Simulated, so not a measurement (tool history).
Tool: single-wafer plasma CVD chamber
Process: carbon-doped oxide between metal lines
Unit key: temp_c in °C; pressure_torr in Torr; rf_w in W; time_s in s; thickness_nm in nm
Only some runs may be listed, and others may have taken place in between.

{"run": 1, "hour": 0.0, "temp_c": 330, "pressure_torr": 5.23, "rf_w": 625, "time_s": 22.1, "thickness_nm": 142.12}
{"run": 2, "hour": 4.2, "temp_c": 329, "pressure_torr": 5.35, "rf_w": 640, "time_s": 22.1, "thickness_nm": 146.42}
{"run": 3, "hour": 6.8, "temp_c": 329, "pressure_torr": 4.68, "rf_w": 640, "time_s": 22.1, "thickness_nm": 141.74}
{"run": 4, "hour": 14.6, "temp_c": 329, "pressure_torr": 4.68, "rf_w": 640, "time_s": 22.1, "thickness_nm": 142.16}
{"run": 5, "hour": 19.8, "temp_c": 329, "pressure_torr": 4.68, "rf_w": 640, "time_s": 22.8, "thickness_nm": 146.66}
{"run": 6, "hour": 26.0, "temp_c": 328, "pressure_torr": 4.82, "rf_w": 645, "time_s": 22.8, "thickness_nm": 148.6}
{"run": 7, "hour": 31.4, "temp_c": 327, "pressure_torr": 4.95, "rf_w": 650, "time_s": 22.8, "thickness_nm": 150.7}

The next listed run, before its measurement:
{"run": 8, "hour": 40.3, "temp_c": 326, "pressure_torr": 5.05, "rf_w": 655, "time_s": 22.8, "thickness_nm": "?"}

For run 8 the tool returned thickness_nm 153.93 nm.

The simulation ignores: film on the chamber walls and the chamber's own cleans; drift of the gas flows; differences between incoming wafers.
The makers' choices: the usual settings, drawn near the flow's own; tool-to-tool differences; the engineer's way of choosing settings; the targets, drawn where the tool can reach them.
